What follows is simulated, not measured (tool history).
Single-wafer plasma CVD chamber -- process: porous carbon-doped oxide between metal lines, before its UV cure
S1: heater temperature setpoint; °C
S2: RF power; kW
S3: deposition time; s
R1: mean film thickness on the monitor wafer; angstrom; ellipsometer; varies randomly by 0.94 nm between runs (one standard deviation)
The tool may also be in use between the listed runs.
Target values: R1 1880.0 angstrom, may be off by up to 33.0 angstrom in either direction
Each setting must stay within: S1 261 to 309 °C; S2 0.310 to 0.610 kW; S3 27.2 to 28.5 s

run 1 hour=0.0 | S1=285 S2=0.460 S3=28.5 | R1=1572.5
run 2 hour=2.8 | S1=285 S2=0.405 S3=28.5 | R1=1480.7
run 3 hour=5.0 | S1=278 S2=0.435 S3=28.5 | R1=1609.8
run 4 hour=12.8 | S1=273 S2=0.445 S3=28.5 | R1=1664.9
run 5 hour=18.1 | S1=273 S2=0.410 S3=28.5 | R1=1616.4
run 6 hour=21.9 | S1=273 S2=0.410 S3=27.2 | R1=1537.1
run 7 hour=24.0 | S1=270 S2=0.445 S3=27.3 | R1=1650.1
run 8 hour=24.9 | S1=267 S2=0.465 S3=27.4 | R1=1703.3
run 9 hour=30.6 | S1=265 S2=0.485 S3=27.5 | R1=1775.6
run 10 hour=38.6 | S1=264 S2=0.495 S3=27.6 | R1=1815.8
run 11 hour=47.1 | S1=264 S2=0.495 S3=27.6 | R1=1821.5
run 12 hour=53.5 | S1=263 S2=0.500 S3=27.6 | R1=1839.3
run 13 hour=54.8 | S1=263 S2=0.500 S3=27.6 | R1=1826.6

Consider the 5 candidate settings below. Which is the only one whose results all fall within their allowed miss of target?
run A hour=56.1 | S1=261 S2=0.555 S3=27.6 | R1=?
run B hour=56.1 | S1=261 S2=0.530 S3=28.2 | R1=?
run C hour=56.1 | S1=262 S2=0.575 S3=28.0 | R1=?
run D hour=56.1 | S1=261 S2=0.550 S3=28.2 | R1=?
run E hour=56.1 | S1=261 S2=0.485 S3=28.4 | R1=?

move=A R1=1956.5
move=B R1=1957.3
move=C R1=2001.8
move=D R1=1989.6
move=E R1=1896.6
A: moves the result that the last run missed by most past its target, out the other side
B: moves the result that the last run missed by most past its target, out the other side
C: moves the result that the last run missed by most past its target, out the other side
D: moves the result that the last run missed by most past its target, out the other side
E: hits every target within its allowed miss
The right move is E.
